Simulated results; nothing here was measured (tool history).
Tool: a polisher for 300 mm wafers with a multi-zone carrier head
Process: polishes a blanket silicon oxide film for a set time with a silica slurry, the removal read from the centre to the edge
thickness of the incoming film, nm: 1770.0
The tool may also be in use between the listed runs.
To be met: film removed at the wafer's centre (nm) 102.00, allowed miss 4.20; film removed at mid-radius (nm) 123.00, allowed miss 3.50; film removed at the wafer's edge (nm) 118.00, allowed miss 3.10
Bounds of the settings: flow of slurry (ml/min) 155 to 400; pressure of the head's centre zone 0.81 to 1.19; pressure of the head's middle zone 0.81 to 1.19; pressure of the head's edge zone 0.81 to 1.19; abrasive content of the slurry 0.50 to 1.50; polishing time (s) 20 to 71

run	hour	flow of slurry (ml/min)	pressure of the head's centre zone	pressure of the head's middle zone	pressure of the head's edge zone	abrasive content of the slurry	polishing time (s)	film removed at the wafer's centre (nm)	film removed at mid-radius (nm)	film removed at the wafer's edge (nm)
1	0.0	255	1.00	1.00	1.00	1.00	45	198.77	196.51	203.18
2	3.1	255	1.00	1.00	0.95	1.00	45	198.46	195.78	198.36
3	8.4	255	1.00	1.07	0.95	1.00	45	197.77	208.73	196.94
4	9.7	250	0.98	1.06	0.94	0.95	44	190.73	199.99	188.91
5	12.3	250	0.98	1.06	0.97	0.95	44	189.87	198.56	192.12
6	15.3	310	0.98	1.06	0.97	0.95	44	194.30	200.46	193.14
7	22.6	275	0.88	1.01	0.87	0.70	31	107.51	118.98	112.70
8	24.5	275	0.87	1.01	0.88	0.70	31	106.17	118.99	113.02
9	31.2	275	0.86	1.01	0.89	0.70	31	105.86	120.20	114.22
10	34.7	275	0.85	1.01	0.90	0.70	31	101.87	119.03	114.78

Which of these 4 next moves meets every target?
A	38.2	300	0.85	1.08	0.81	0.85	28	?	?	?
B	38.2	245	0.93	0.93	0.90	0.85	28	?	?	?
C	38.2	315	0.84	1.04	0.95	0.90	28	?	?	?
D	38.2	285	0.85	0.95	0.95	0.75	30	?	?	?

move	film removed at the wafer's centre (nm)	film removed at mid-radius (nm)	film removed at the wafer's edge (nm)
A	101.15	123.08	108.48
B	108.87	107.99	112.67
C	102.71	122.77	119.78
D	102.23	112.74	118.28
A: brings the result that was furthest off to its target, and leaves another outside
B: further off than the last run
C: meets every target
D: further off than the last run
Answer: C
